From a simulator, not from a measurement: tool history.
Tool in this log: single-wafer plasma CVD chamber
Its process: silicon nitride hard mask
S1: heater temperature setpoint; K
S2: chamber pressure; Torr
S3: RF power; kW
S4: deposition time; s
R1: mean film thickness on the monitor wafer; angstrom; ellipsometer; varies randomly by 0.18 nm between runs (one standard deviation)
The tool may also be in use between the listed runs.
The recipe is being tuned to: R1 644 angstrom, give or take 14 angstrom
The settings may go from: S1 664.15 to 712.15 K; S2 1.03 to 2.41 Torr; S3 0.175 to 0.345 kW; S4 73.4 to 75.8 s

| run | hour | S1 | S2 | S3 | S4 | R1 |
|---|---|---|---|---|---|---|
| 1 | 0 | 688.15 | 1.72 | 0.26 | 73.4 | 728.74 |
| 2 | 8 | 688.15 | 1.72 | 0.245 | 73.4 | 685.61 |
| 3 | 12.9 | 688.15 | 1.69 | 0.245 | 73.4 | 683.91 |
| 4 | 18.8 | 688.15 | 1.66 | 0.245 | 73.4 | 683.76 |
| 5 | 23.1 | 688.15 | 1.63 | 0.245 | 73.4 | 677.76 |
| 6 | 26.5 | 677.15 | 1.63 | 0.245 | 73.4 | 683.84 |
| 7 | 32.3 | 677.15 | 1.6 | 0.245 | 73.4 | 680.34 |
| 8 | 39 | 677.15 | 1.57 | 0.245 | 73.4 | 677.37 |
| 9 | 45.8 | 677.15 | 1.54 | 0.245 | 73.4 | 671.48 |
| 10 | 51.6 | 677.15 | 1.52 | 0.245 | 73.4 | 672.01 |
| 11 | 57.7 | 677.15 | 1.52 | 0.245 | 73.4 | 668.27 |
| 12 | 59.6 | 677.15 | 1.5 | 0.245 | 73.4 | 668.08 |
| 13 | 67.2 | 677.15 | 1.48 | 0.245 | 73.4 | 664.61 |

Consider the 5 candidate settings below. Which is the only one whose results all fall within their allowed miss of target?
| A | 74.8 | 677.15 | 1.22 | 0.235 | 74.4 | ? |
| B | 74.8 | 669.15 | 1.35 | 0.26 | 73.4 | ? |
| C | 74.8 | 682.15 | 1.6 | 0.245 | 73.4 | ? |
| D | 74.8 | 674.15 | 1.89 | 0.215 | 75.8 | ? |
| E | 74.8 | 681.15 | 1.54 | 0.24 | 75.8 | ? |

| move | R1 |
|---|---|
| A | 617.17 |
| B | 688.63 |
| C | 675.32 |
| D | 640.45 |
| E | 678.1 |
A: takes the result that was furthest off past its target
B: misses by more than the last run did
C: misses by more than the last run did
D: all results in spec
E: misses by more than the last run did
Move D is the one to make.
